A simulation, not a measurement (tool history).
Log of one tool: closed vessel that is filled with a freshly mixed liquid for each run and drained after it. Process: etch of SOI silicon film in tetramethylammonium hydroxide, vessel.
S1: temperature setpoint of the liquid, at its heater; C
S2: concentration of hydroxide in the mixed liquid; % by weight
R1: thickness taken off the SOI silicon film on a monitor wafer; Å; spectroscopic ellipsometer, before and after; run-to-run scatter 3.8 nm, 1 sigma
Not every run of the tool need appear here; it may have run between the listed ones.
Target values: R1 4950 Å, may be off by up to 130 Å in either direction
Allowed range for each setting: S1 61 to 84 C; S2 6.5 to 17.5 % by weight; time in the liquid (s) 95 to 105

{"run": 1, "hour": 0.0, "S1": 74, "S2": 12, "time in the liquid (s)": 95, "R1": 7664.5}
{"run": 2, "hour": 7.2, "S1": 74, "S2": 12, "time in the liquid (s)": 105, "R1": 8483.1}
{"run": 3, "hour": 9.1, "S1": 74, "S2": 12, "time in the liquid (s)": 105, "R1": 8541}
{"run": 4, "hour": 12.0, "S1": 69.5, "S2": 12, "time in the liquid (s)": 105, "R1": 6460}
{"run": 5, "hour": 18.6, "S1": 68, "S2": 12, "time in the liquid (s)": 105, "R1": 6059.9}
{"run": 6, "hour": 26.3, "S1": 73, "S2": 12, "time in the liquid (s)": 105, "R1": 8033}
{"run": 7, "hour": 31.4, "S1": 70.5, "S2": 12, "time in the liquid (s)": 105, "R1": 6895.5}
{"run": 8, "hour": 36.0, "S1": 69, "S2": 12, "time in the liquid (s)": 105, "R1": 6482.7}
{"run": 9, "hour": 40.2, "S1": 63, "S2": 12, "time in the liquid (s)": 105, "R1": 4382.9}
{"run": 10, "hour": 45.0, "S1": 63.5, "S2": 12, "time in the liquid (s)": 105, "R1": 4619.7}

Consider the 5 candidate settings below. Which is the only one whose results all fall within their allowed miss of target?
{"run": "A", "hour": 49.8, "S1": 63.5, "S2": 10, "time in the liquid (s)": 105, "R1": "?"}
{"run": "B", "hour": 49.8, "S1": 64.5, "S2": 12, "time in the liquid (s)": 100, "R1": "?"}
{"run": "C", "hour": 49.8, "S1": 63.5, "S2": 13, "time in the liquid (s)": 105, "R1": "?"}
{"run": "D", "hour": 49.8, "S1": 64, "S2": 9.5, "time in the liquid (s)": 95, "R1": "?"}
{"run": "E", "hour": 49.8, "S1": 63.5, "S2": 9, "time in the liquid (s)": 95, "R1": "?"}

move=A R1=4864.1
move=B R1=4610.9
move=C R1=4401.6
move=D R1=4632.5
move=E R1=4586.3
A: in spec on every target
B: as far off as the last run
C: misses by more than the last run did
D: as far off as the last run
E: misses by more than the last run did
Answer: A

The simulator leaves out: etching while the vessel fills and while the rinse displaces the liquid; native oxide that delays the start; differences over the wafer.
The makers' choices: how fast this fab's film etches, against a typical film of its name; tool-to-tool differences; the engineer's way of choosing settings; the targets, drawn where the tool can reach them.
